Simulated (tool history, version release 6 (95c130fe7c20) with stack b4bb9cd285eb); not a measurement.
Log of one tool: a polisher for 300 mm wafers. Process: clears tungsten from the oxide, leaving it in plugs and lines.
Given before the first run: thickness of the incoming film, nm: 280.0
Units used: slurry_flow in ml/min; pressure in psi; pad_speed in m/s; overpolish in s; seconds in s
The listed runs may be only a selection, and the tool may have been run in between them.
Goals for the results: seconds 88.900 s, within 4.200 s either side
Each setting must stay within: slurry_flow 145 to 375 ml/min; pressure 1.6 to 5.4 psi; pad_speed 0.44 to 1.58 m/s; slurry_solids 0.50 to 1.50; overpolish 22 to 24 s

{"run": 1, "hour": 0.0, "slurry_flow": 240, "pressure": 3.5, "pad_speed": 1.0, "slurry_solids": 1.0, "overpolish": 22, "seconds": 69.418}
{"run": 2, "hour": 3.4, "slurry_flow": 240, "pressure": 3.5, "pad_speed": 1.0, "slurry_solids": 1.0, "overpolish": 24, "seconds": 68.485}
{"run": 3, "hour": 4.9, "slurry_flow": 240, "pressure": 3.3, "pad_speed": 1.0, "slurry_solids": 1.0, "overpolish": 24, "seconds": 74.405}
{"run": 4, "hour": 11.6, "slurry_flow": 240, "pressure": 3.3, "pad_speed": 1.0, "slurry_solids": 1.0, "overpolish": 22, "seconds": 74.509}
{"run": 5, "hour": 19.7, "slurry_flow": 240, "pressure": 3.2, "pad_speed": 1.0, "slurry_solids": 1.0, "overpolish": 22, "seconds": 74.938}
{"run": 6, "hour": 24.8, "slurry_flow": 240, "pressure": 3.1, "pad_speed": 1.0, "slurry_solids": 1.0, "overpolish": 22, "seconds": 77.211}
{"run": 7, "hour": 27.6, "slurry_flow": 240, "pressure": 3.0, "pad_speed": 1.0, "slurry_solids": 1.0, "overpolish": 22, "seconds": 82.497}
{"run": 8, "hour": 35.5, "slurry_flow": 240, "pressure": 2.9, "pad_speed": 1.0, "slurry_solids": 1.0, "overpolish": 22, "seconds": 83.634}

4 next moves are on the table. One of them brings every result within its allowed miss. Which?
{"run": "A", "hour": 43.4, "slurry_flow": 245, "pressure": 2.9, "pad_speed": 0.94, "slurry_solids": 1.05, "overpolish": 23, "seconds": "?"}
{"run": "B", "hour": 43.4, "slurry_flow": 215, "pressure": 2.6, "pad_speed": 1.18, "slurry_solids": 1.05, "overpolish": 24, "seconds": "?"}
{"run": "C", "hour": 43.4, "slurry_flow": 220, "pressure": 3.4, "pad_speed": 0.9, "slurry_solids": 0.9, "overpolish": 22, "seconds": "?"}
{"run": "D", "hour": 43.4, "slurry_flow": 260, "pressure": 2.8, "pad_speed": 0.82, "slurry_solids": 1.1, "overpolish": 22, "seconds": "?"}

move=A seconds=85.177
move=B seconds=76.781
move=C seconds=79.105
move=D seconds=99.142
A: in spec on every target
B: lands further from the targets than the last run did
C: lands further from the targets than the last run did
D: carries the result that was furthest off beyond its target, to the other side
Answer: A
